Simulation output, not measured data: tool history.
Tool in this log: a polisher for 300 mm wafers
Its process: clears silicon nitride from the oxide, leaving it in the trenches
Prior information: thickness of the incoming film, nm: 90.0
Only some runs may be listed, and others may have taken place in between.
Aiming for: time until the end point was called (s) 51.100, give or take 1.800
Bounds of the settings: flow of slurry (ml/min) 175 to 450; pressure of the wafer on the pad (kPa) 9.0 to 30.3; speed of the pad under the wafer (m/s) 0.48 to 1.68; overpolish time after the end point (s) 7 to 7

run,day,flow of slurry (ml/min),pressure of the wafer on the pad (kPa),speed of the pad under the wafer (m/s),overpolish time after the end point (s),time until the end point was called (s)
1,0.000,290,19.3,1.08,7,95.367
2,0.367,235,19.3,1.08,7,95.143
3,0.696,235,20.7,1.08,7,91.370
4,0.950,235,20.7,0.86,7,113.560
5,1.067,235,20.7,1.08,7,91.820
6,1.392,235,18.6,1.08,7,98.176
7,1.588,235,20.0,1.12,7,90.763
8,1.921,235,21.4,1.14,7,83.653
# day 2.000: slurry nozzle cleaned
9,2.000,235,22.8,1.16,7,75.743
10,2.192,235,28.3,1.18,7,61.458
11,2.383,235,28.3,1.20,7,60.768
12,2.458,235,28.3,1.22,7,60.492

Which single option among these 5 for the next run brings every result within its allowed miss of target? Just one does.
A,2.533,250,24.8,1.00,7,?
B,2.533,225,30.3,1.36,7,?
C,2.533,330,27.6,1.06,7,?
D,2.533,225,26.9,1.38,7,?
E,2.533,175,22.8,1.10,7,?

move,time until the end point was called (s)
A,80.742
B,50.560
C,68.413
D,55.441
E,81.277
A: moves away from the targets compared with the last run
B: every result lands within tolerance
C: moves away from the targets compared with the last run
D: an improvement on the last run, though not all results are within tolerance
E: moves away from the targets compared with the last run
Answer: B
